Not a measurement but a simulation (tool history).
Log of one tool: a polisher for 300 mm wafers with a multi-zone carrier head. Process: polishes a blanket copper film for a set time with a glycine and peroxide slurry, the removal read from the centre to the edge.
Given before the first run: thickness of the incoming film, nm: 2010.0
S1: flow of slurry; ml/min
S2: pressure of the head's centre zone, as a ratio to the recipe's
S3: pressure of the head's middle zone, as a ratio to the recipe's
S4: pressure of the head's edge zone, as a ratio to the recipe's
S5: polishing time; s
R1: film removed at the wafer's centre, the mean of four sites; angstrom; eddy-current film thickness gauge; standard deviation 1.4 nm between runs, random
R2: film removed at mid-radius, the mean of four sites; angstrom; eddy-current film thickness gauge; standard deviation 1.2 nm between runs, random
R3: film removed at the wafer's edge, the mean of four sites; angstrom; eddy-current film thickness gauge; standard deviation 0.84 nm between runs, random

{"run": 1, "hour": 0.0, "S1": 185, "S2": 1.0, "S3": 1.0, "S4": 1.0, "S5": 34, "R1": 1701.4, "R2": 1695.4, "R3": 1579.4}
{"run": 2, "hour": 1.6, "S1": 185, "S2": 0.92, "S3": 1.0, "S4": 1.0, "S5": 34, "R1": 1517.6, "R2": 1697.0, "R3": 1603.9}
{"run": 3, "hour": 7.5, "S1": 145, "S2": 0.92, "S3": 1.0, "S4": 1.0, "S5": 34, "R1": 1519.3, "R2": 1619.0, "R3": 1534.2}
{"run": 4, "hour": 11.0, "S1": 145, "S2": 0.95, "S3": 1.0, "S4": 1.0, "S5": 34, "R1": 1579.7, "R2": 1618.4, "R3": 1533.5}
{"run": 5, "hour": 16.1, "S1": 145, "S2": 0.9, "S3": 1.0, "S4": 1.0, "S5": 34, "R1": 1431.2, "R2": 1626.3, "R3": 1542.2}
{"run": 6, "hour": 17.4, "S1": 140, "S2": 0.9, "S3": 1.0, "S4": 0.98, "S5": 33, "R1": 1423.3, "R2": 1561.6, "R3": 1459.7}
{"run": 7, "hour": 22.1, "S1": 145, "S2": 0.89, "S3": 1.0, "S4": 0.97, "S5": 32, "R1": 1374.6, "R2": 1530.6, "R3": 1430.9}
{"run": 8, "hour": 24.3, "S1": 145, "S2": 0.88, "S3": 1.01, "S4": 0.96, "S5": 31, "R1": 1277.0, "R2": 1476.4, "R3": 1397.8}

Predict the results of run 9:
{"run": 9, "hour": 31.9, "S1": 140, "S2": 0.88, "S3": 1.03, "S4": 0.94, "S5": 30, "R1": "?", "R2": "?", "R3": "?"}

Logged for run 9: R1 1264.3 angstrom, R2 1457.7 angstrom, R3 1309.1 angstrom.

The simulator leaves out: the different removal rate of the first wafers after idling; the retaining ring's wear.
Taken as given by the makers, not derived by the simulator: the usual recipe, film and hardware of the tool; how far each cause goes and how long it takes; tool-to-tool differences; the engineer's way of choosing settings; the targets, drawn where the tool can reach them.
